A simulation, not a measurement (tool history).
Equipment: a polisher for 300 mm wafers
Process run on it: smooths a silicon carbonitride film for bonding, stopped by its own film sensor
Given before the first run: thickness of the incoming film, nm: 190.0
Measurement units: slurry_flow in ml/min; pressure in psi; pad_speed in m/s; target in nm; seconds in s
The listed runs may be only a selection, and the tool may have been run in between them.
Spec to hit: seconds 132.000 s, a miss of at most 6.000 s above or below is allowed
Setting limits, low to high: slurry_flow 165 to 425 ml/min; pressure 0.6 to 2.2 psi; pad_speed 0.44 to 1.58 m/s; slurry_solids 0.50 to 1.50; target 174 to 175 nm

| run | day | slurry_flow | pressure | pad_speed | slurry_solids | target | seconds |
|---|---|---|---|---|---|---|---|
| 1 | 0.000 | 275 | 1.4 | 1.00 | 1.00 | 174 | 71.320 |
| 2 | 0.188 | 275 | 1.4 | 1.00 | 1.00 | 174 | 73.309 |
| 3 | 0.400 | 275 | 1.2 | 0.98 | 1.00 | 174 | 83.475 |
| 4 | 0.683 | 275 | 1.4 | 0.98 | 1.00 | 174 | 72.637 |
| 5 | 0.933 | 320 | 1.4 | 0.98 | 1.00 | 174 | 70.442 |
| 6 | 0.992 | 280 | 1.4 | 0.98 | 1.00 | 174 | 74.227 |
| 7 | 1.238 | 280 | 1.4 | 0.98 | 1.00 | 174 | 73.212 |
| 8 | 1.438 | 275 | 1.1 | 0.96 | 1.00 | 174 | 93.937 |
| 9 | 1.683 | 270 | 1.0 | 0.96 | 1.00 | 174 | 100.630 |
| 10 | 1.975 | 270 | 1.0 | 0.96 | 1.00 | 174 | 100.900 |
| 11 | 2.346 | 265 | 0.9 | 0.96 | 1.00 | 174 | 114.120 |
| 12 | 2.562 | 260 | 0.9 | 0.96 | 1.00 | 174 | 116.090 |

4 next moves are on the table. One of them brings every result within its allowed miss. Which?
| A | 2.779 | 305 | 0.9 | 0.92 | 1.05 | 174 | ? |
| B | 2.779 | 255 | 1.0 | 0.98 | 1.00 | 175 | ? |
| C | 2.779 | 240 | 0.7 | 0.94 | 1.10 | 175 | ? |
| D | 2.779 | 255 | 0.9 | 0.96 | 0.95 | 174 | ? |

| move | seconds |
|---|---|
| A | 112.500 |
| B | 94.966 |
| C | 132.420 |
| D | 116.660 |
A: the biggest miss grows against the last run
B: the biggest miss grows against the last run
C: each result inside its tolerance
D: no nearer and no further than the last run
Go with C: it meets all targets.
